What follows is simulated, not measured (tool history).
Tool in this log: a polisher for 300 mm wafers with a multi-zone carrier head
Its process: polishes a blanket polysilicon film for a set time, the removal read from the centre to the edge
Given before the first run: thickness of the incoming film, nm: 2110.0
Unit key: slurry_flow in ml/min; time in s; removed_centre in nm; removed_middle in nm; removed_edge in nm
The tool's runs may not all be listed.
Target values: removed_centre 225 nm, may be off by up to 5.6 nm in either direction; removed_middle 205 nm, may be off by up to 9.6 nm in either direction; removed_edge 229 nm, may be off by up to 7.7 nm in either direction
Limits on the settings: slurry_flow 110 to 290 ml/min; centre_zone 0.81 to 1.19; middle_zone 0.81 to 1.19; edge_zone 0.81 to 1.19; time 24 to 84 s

run	hour	slurry_flow	centre_zone	middle_zone	edge_zone	time	removed_centre	removed_middle	removed_edge
1	0	185	1	1	1	54	431.59	409.75	410.69
2	1.9	185	1	1	1.05	54	425.91	421.26	422.12
3	2.5	175	0.96	0.97	1	47	356.54	339.9	348.42
4	8	175	0.96	0.97	1	37	277.86	269.97	279.19
5	13.5	175	0.96	0.97	1	29	217.9	212.45	217.51
6	16.7	175	0.96	0.95	1.01	29	220.01	208.17	220.42
7	20.2	175	0.96	0.94	1.02	29	220.49	208.72	222.95
8	22	175	0.96	0.93	1.03	29	219.96	204.27	219.91
9	23.9	175	0.96	0.92	1.04	29	218.01	202.64	220.26

Consider the 4 candidate settings below. Which is the only one whose results all fall within their allowed miss of target?
A	25.8	215	0.92	0.9	1.11	28	?	?	?
B	25.8	180	0.87	0.85	1.1	30	?	?	?
C	25.8	165	0.96	0.89	1.03	30	?	?	?
D	25.8	185	0.98	0.97	0.87	29	?	?	?

move	removed_centre	removed_middle	removed_edge
A	212.58	200.25	224.76
B	208.49	198.99	234.89
C	226.17	203.29	224.53
D	228.66	215.64	203.36
A: further off than the last run
B: further off than the last run
C: all results in spec
D: corrects the largest miss of the last run, while another result sits out of spec
Correct choice: C, which meets every target
